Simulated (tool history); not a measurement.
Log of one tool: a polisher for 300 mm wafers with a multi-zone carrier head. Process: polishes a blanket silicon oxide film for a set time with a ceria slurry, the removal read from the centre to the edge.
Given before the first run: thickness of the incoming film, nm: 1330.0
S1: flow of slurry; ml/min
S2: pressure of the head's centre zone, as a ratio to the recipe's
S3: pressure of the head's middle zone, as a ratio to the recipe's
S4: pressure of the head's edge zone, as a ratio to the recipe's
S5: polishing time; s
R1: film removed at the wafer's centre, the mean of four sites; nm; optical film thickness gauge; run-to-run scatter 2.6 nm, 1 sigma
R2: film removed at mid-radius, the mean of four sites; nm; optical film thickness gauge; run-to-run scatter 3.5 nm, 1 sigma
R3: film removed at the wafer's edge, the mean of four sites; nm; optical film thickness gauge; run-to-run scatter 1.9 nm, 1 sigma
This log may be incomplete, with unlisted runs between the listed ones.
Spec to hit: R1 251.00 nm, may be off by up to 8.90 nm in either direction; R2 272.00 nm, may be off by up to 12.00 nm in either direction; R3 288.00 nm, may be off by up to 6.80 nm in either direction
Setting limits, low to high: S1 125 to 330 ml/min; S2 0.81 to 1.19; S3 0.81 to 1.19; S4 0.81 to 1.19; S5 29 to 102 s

{"run": 1, "hour": 0.0, "S1": 210, "S2": 1.0, "S3": 1.0, "S4": 1.0, "S5": 65, "R1": 454.15, "R2": 457.32, "R3": 455.83}
{"run": 2, "hour": 0.8, "S1": 200, "S2": 0.96, "S3": 0.97, "S4": 0.97, "S5": 59, "R1": 394.47, "R2": 418.58, "R3": 402.22}
{"run": 3, "hour": 5.4, "S1": 225, "S2": 0.96, "S3": 0.97, "S4": 0.97, "S5": 59, "R1": 399.64, "R2": 409.43, "R3": 407.11}
{"run": 4, "hour": 12.3, "S1": 225, "S2": 0.96, "S3": 1.03, "S4": 0.97, "S5": 59, "R1": 404.44, "R2": 435.49, "R3": 414.01}
{"run": 5, "hour": 17.6, "S1": 230, "S2": 0.93, "S3": 0.99, "S4": 0.98, "S5": 54, "R1": 353.91, "R2": 390.74, "R3": 375.69}
{"run": 6, "hour": 25.1, "S1": 240, "S2": 0.92, "S3": 0.95, "S4": 0.99, "S5": 50, "R1": 325.89, "R2": 342.28, "R3": 350.98}
{"run": 7, "hour": 25.8, "S1": 240, "S2": 0.9, "S3": 0.93, "S4": 0.98, "S5": 48, "R1": 312.11, "R2": 326.17, "R3": 338.37}
{"run": 8, "hour": 27.2, "S1": 235, "S2": 0.88, "S3": 0.91, "S4": 0.97, "S5": 46, "R1": 290.85, "R2": 317.06, "R3": 320.84}
{"run": 9, "hour": 32.4, "S1": 235, "S2": 0.87, "S3": 0.89, "S4": 0.97, "S5": 45, "R1": 274.15, "R2": 299.58, "R3": 313.94}

Next run, 4 choices. One meets every target within its allowed miss, the rest don't. Which?
{"run": "A", "hour": 37.6, "S1": 240, "S2": 0.99, "S3": 0.81, "S4": 0.96, "S5": 39, "R1": "?", "R2": "?", "R3": "?"}
{"run": "B", "hour": 37.6, "S1": 205, "S2": 1.1, "S3": 0.89, "S4": 0.87, "S5": 40, "R1": "?", "R2": "?", "R3": "?"}
{"run": "C", "hour": 37.6, "S1": 260, "S2": 0.82, "S3": 0.85, "S4": 0.9, "S5": 42, "R1": "?", "R2": "?", "R3": "?"}
{"run": "D", "hour": 37.6, "S1": 240, "S2": 0.87, "S3": 0.81, "S4": 1.01, "S5": 40, "R1": "?", "R2": "?", "R3": "?"}

move=A R1=275.30 R2=239.23 R3=271.45
move=B R1=306.80 R2=259.42 R3=261.55
move=C R1=247.86 R2=270.83 R3=285.58
move=D R1=247.87 R2=245.50 R3=285.27
A: carries the result that was furthest off beyond its target, to the other side
B: carries the result that was furthest off beyond its target, to the other side
C: every result lands within tolerance
D: puts the biggest miss on target and leaves a different result outside tolerance
Go with C: it meets all targets.
